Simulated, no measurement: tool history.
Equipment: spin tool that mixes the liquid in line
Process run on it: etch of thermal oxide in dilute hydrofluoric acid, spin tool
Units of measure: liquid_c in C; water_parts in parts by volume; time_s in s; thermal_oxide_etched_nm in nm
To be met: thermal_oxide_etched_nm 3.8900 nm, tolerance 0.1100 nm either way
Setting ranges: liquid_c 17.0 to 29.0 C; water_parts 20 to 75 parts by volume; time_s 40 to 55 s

run,hour,liquid_c,water_parts,time_s,thermal_oxide_etched_nm
1,0.0,21.0,45,55,4.8876
2,6.1,20.5,45,55,4.7574
3,7.2,20.5,40,55,5.3681
4,9.2,20.5,50,55,4.2906
5,10.6,20.5,60,55,3.4990
6,19.5,20.5,60,55,3.4913
7,24.0,20.5,60,55,3.5366
8,26.4,21.0,60,55,3.6025

Exercise: of the 4 proposed moves below, exactly one satisfies all targets within the stated allowed misses. Which move is it?
A,28.8,22.0,55,45,?
B,28.8,21.5,60,50,?
C,28.8,21.0,65,55,?
D,28.8,25.0,60,50,?

move,thermal_oxide_etched_nm
A,3.3631
B,3.3339
C,3.2953
D,3.8495
A: further off than the last run
B: further off than the last run
C: further off than the last run
D: in spec on every target
The right move is D.
